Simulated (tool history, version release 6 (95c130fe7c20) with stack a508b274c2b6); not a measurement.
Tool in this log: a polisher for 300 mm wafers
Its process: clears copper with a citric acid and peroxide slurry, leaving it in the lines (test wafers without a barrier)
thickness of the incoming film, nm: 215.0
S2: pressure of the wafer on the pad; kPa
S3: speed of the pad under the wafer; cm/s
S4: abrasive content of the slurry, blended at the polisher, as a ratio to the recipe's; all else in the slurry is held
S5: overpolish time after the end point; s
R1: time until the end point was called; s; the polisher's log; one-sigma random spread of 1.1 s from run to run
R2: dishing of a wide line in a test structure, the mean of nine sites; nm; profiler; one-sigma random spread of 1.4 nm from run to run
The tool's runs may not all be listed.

run 1 hour=0.0 | flow_of_slurry_(ml/min)=125 S2=23.4 S3=98 S4=1.0 S5=21 | R1=98.383 R2=34.114
run 2 hour=1.6 | flow_of_slurry_(ml/min)=125 S2=26.9 S3=98 S4=1.0 S5=21 | R1=86.228 R2=38.028
run 3 hour=3.4 | flow_of_slurry_(ml/min)=125 S2=26.9 S3=98 S4=1.0 S5=22 | R1=87.252 R2=38.888
run 4 hour=5.1 | flow_of_slurry_(ml/min)=125 S2=26.9 S3=98 S4=0.9 S5=22 | R1=88.008 R2=38.358
run 5 hour=11.1 | flow_of_slurry_(ml/min)=125 S2=26.9 S3=98 S4=0.9 S5=26 | R1=90.150 R2=45.753
run 6 hour=15.5 | flow_of_slurry_(ml/min)=125 S2=26.9 S3=98 S4=1.1 S5=26 | R1=85.247 R2=45.206
run 7 hour=17.1 | flow_of_slurry_(ml/min)=125 S2=26.9 S3=98 S4=1.1 S5=27 | R1=86.716 R2=44.928
run 8 hour=22.4 | flow_of_slurry_(ml/min)=125 S2=26.9 S3=98 S4=1.1 S5=28 | R1=86.725 R2=48.541

Run 9 is up next; what results do you expect?
run 9 hour=30.9 | flow_of_slurry_(ml/min)=125 S2=26.9 S3=98 S4=1.1 S5=29 | R1=? R2=?

Run 9 measured R1 85.049 s, R2 52.293 nm.

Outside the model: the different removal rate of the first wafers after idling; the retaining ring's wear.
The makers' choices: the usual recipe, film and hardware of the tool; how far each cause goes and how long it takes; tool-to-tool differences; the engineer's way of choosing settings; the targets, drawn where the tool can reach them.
